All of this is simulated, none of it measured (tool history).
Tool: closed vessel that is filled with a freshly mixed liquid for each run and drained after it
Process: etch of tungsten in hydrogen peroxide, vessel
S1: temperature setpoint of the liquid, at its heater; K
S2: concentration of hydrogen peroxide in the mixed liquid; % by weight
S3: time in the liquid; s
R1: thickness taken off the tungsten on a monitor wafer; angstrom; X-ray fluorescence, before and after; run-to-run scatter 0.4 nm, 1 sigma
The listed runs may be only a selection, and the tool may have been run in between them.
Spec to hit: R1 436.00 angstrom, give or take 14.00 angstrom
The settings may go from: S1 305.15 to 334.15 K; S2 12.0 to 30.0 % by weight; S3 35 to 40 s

run,hour,S1,S2,S3,R1
1,0.0,318.15,21.0,40,335.95
2,8.8,318.15,18.5,40,314.46
3,15.0,319.65,18.5,40,344.34
4,17.8,320.65,18.5,40,375.05
5,24.8,321.15,18.5,40,379.24
6,28.1,321.65,18.5,40,397.10
7,32.5,322.15,18.5,40,408.12
8,36.0,322.65,18.5,40,418.44

Which one of the following 4 next-run settings gets every result inside its allowed miss? There is exactly one.
A,39.5,323.15,16.0,40,?
B,39.5,322.15,17.0,40,?
C,39.5,323.15,18.5,40,?
D,39.5,324.65,23.0,35,?

move,R1
A,400.76
B,388.30
C,430.94
D,461.01
A: further off than the last run
B: further off than the last run
C: all results in spec
D: the result that was furthest off in the last run now lies on the other side of its target
C is the move that brings every result within its allowed miss.

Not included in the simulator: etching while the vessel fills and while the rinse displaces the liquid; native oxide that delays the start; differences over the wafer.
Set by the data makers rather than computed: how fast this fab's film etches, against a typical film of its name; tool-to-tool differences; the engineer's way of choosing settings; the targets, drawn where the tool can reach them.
